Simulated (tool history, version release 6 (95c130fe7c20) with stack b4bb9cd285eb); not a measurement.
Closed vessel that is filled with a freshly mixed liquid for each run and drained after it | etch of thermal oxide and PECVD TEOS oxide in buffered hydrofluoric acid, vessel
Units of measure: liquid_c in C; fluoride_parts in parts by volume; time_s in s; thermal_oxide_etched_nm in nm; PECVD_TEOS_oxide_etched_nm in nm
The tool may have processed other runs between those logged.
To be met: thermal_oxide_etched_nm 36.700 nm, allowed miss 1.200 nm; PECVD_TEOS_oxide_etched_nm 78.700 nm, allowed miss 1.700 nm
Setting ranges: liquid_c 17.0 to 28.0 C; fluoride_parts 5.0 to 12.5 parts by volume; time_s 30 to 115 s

run 1 hour=0.0 | liquid_c=20.0 fluoride_parts=7.5 time_s=60 | thermal_oxide_etched_nm=69.505 PECVD_TEOS_oxide_etched_nm=150.800
run 2 hour=0.9 | liquid_c=23.5 fluoride_parts=7.5 time_s=60 | thermal_oxide_etched_nm=85.343 PECVD_TEOS_oxide_etched_nm=184.030
run 3 hour=3.4 | liquid_c=22.0 fluoride_parts=8.5 time_s=60 | thermal_oxide_etched_nm=68.268 PECVD_TEOS_oxide_etched_nm=148.120
run 4 hour=9.0 | liquid_c=22.0 fluoride_parts=8.5 time_s=35 | thermal_oxide_etched_nm=39.753 PECVD_TEOS_oxide_etched_nm=86.628
run 5 hour=10.1 | liquid_c=19.0 fluoride_parts=8.5 time_s=35 | thermal_oxide_etched_nm=34.243 PECVD_TEOS_oxide_etched_nm=73.207
run 6 hour=10.6 | liquid_c=19.0 fluoride_parts=8.5 time_s=30 | thermal_oxide_etched_nm=28.927 PECVD_TEOS_oxide_etched_nm=62.702
run 7 hour=14.4 | liquid_c=20.0 fluoride_parts=8.5 time_s=30 | thermal_oxide_etched_nm=30.456 PECVD_TEOS_oxide_etched_nm=66.176
run 8 hour=17.3 | liquid_c=21.0 fluoride_parts=8.5 time_s=30 | thermal_oxide_etched_nm=32.422 PECVD_TEOS_oxide_etched_nm=70.167
run 9 hour=25.0 | liquid_c=21.5 fluoride_parts=8.5 time_s=30 | thermal_oxide_etched_nm=33.273 PECVD_TEOS_oxide_etched_nm=72.077
run 10 hour=29.3 | liquid_c=22.0 fluoride_parts=8.5 time_s=30 | thermal_oxide_etched_nm=34.192 PECVD_TEOS_oxide_etched_nm=74.213
run 11 hour=33.9 | liquid_c=22.5 fluoride_parts=8.5 time_s=30 | thermal_oxide_etched_nm=35.797 PECVD_TEOS_oxide_etched_nm=76.030
run 12 hour=34.6 | liquid_c=22.5 fluoride_parts=8.5 time_s=30 | thermal_oxide_etched_nm=35.270 PECVD_TEOS_oxide_etched_nm=75.649

4 candidate next runs follow, results not yet known. Just one meets every target within its allowed miss. Identify it.
run A hour=35.3 | liquid_c=19.0 fluoride_parts=9.0 time_s=40 | thermal_oxide_etched_nm=? PECVD_TEOS_oxide_etched_nm=?
run B hour=35.3 | liquid_c=23.0 fluoride_parts=9.0 time_s=30 | thermal_oxide_etched_nm=? PECVD_TEOS_oxide_etched_nm=?
run C hour=35.3 | liquid_c=21.5 fluoride_parts=10.0 time_s=35 | thermal_oxide_etched_nm=? PECVD_TEOS_oxide_etched_nm=?
run D hour=35.3 | liquid_c=23.5 fluoride_parts=10.0 time_s=30 | thermal_oxide_etched_nm=? PECVD_TEOS_oxide_etched_nm=?

move=A thermal_oxide_etched_nm=36.598 PECVD_TEOS_oxide_etched_nm=78.575
move=B thermal_oxide_etched_nm=34.285 PECVD_TEOS_oxide_etched_nm=73.608
move=C thermal_oxide_etched_nm=34.461 PECVD_TEOS_oxide_etched_nm=73.987
move=D thermal_oxide_etched_nm=32.977 PECVD_TEOS_oxide_etched_nm=70.800
A: all results land within tolerance of their targets
B: its largest miss is bigger than the last run's
C: its largest miss is bigger than the last run's
D: its largest miss is bigger than the last run's
The move that meets every target is A.
